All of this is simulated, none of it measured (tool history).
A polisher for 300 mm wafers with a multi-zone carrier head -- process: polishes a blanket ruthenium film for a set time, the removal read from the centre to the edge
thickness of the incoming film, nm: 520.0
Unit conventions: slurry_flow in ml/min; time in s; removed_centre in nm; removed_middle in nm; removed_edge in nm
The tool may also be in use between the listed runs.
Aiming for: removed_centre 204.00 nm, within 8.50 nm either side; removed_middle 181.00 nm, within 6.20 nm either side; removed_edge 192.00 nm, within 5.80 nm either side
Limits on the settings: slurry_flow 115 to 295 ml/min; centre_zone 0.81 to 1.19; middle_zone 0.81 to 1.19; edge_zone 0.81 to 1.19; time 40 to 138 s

run  hour  slurry_flow  centre_zone  middle_zone  edge_zone  time  removed_centre  removed_middle  removed_edge
  1   0.0          190         1.00         1.00       1.00    88          164.30          165.89        169.08
  2   5.6          205         1.04         1.00       1.03    89          174.81          166.32        176.49
  3   8.9          205         1.04         1.00       1.03   107          208.82          203.60        213.00
  4  15.3          245         1.04         1.00       1.03   107          215.11          204.71        213.42
  5  19.0          245         1.04         0.97       1.00   106          211.94          199.45        208.62
  6  23.7          245         1.04         0.97       1.00    92          185.75          172.39        183.56
  7  26.2          250         1.06         0.98       1.01    93          188.74          177.55        188.32
  8  35.2          255         1.08         0.98       1.00    93          193.51          176.84        186.41
  9  36.9          260         1.09         0.98       1.00    93          198.94          175.81        185.70
 10  43.2          260         1.09         0.98       1.01    93          197.09          180.31        185.18

Consider the 5 candidate settings below. Which is the only one whose results all fall within their allowed miss of target?
  A  49.5          270         1.07         0.93       0.99    97               ?               ?             ?
  B  49.5          265         1.16         1.02       0.98    91               ?               ?             ?
  C  49.5          270         0.93         0.86       1.08   100               ?               ?             ?
  D  49.5          265         1.08         1.07       0.99    90               ?               ?             ?
  E  49.5          255         1.18         1.04       0.98    91               ?               ?             ?

move  removed_centre  removed_middle  removed_edge
   A          200.37          180.42        193.13
   B          200.67          180.10        180.01
   C          184.24          176.47        206.59
   D          187.10          184.34        178.66
   E          202.70          181.86        179.44
A: every result lands within tolerance
B: the biggest miss grows against the last run
C: carries the result that was furthest off beyond its target, to the other side
D: the biggest miss grows against the last run
E: the biggest miss grows against the last run
Move A is the one to make.

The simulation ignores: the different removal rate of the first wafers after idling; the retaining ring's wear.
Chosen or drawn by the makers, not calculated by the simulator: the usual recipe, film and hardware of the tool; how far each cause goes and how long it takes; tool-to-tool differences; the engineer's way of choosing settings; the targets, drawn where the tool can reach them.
